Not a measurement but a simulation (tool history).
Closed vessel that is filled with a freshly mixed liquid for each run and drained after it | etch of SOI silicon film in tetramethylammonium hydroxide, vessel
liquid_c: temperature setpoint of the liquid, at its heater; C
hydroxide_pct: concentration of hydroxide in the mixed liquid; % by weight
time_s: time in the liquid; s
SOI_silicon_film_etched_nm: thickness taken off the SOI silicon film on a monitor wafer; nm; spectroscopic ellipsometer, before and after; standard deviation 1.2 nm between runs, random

run	hour	liquid_c	hydroxide_pct	time_s	SOI_silicon_film_etched_nm
1	0.0	64.0	12.5	90	363.08
2	4.9	61.5	12.5	90	314.48
3	13.1	59.5	12.5	90	276.00
4	21.7	58.0	12.5	90	248.33
5	25.1	58.0	12.5	90	252.40
6	26.2	58.0	10.5	90	266.02
7	32.7	58.0	10.5	90	269.34
8	34.0	56.5	10.5	90	245.27
9	38.5	55.5	10.5	90	228.09

What does the tool deliver on the next run?
10	40.9	55.0	10.5	90	?

Run 10 gave SOI_silicon_film_etched_nm 221.01 nm.

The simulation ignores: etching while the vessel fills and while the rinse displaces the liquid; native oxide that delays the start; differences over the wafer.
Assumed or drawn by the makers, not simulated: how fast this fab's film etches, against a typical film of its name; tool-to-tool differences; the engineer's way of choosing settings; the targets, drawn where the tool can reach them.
